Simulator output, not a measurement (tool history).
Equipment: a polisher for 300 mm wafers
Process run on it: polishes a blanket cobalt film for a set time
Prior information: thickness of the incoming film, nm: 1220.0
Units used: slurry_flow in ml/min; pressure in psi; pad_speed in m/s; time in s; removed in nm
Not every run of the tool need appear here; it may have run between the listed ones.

{"run": 1, "day": 0.0, "slurry_flow": 140, "pressure": 1.4, "pad_speed": 1.06, "time": 62, "removed": 192.73}
{"run": 2, "day": 0.367, "slurry_flow": 150, "pressure": 1.5, "pad_speed": 1.06, "time": 62, "removed": 206.86}
{"run": 3, "day": 0.396, "slurry_flow": 155, "pressure": 1.6, "pad_speed": 1.06, "time": 62, "removed": 222.89}
{"run": 4, "day": 0.683, "slurry_flow": 155, "pressure": 1.8, "pad_speed": 1.06, "time": 62, "removed": 247.24}
{"run": 5, "day": 0.833, "slurry_flow": 165, "pressure": 1.9, "pad_speed": 1.06, "time": 62, "removed": 266.77}
{"run": 6, "day": 0.938, "slurry_flow": 165, "pressure": 1.9, "pad_speed": 1.06, "time": 65, "removed": 276.01}

Forecast run 7:
{"run": 7, "day": 1.033, "slurry_flow": 170, "pressure": 2, "pad_speed": 1.06, "time": 65, "removed": "?"}

{"run 7": {"removed": 291.85}}
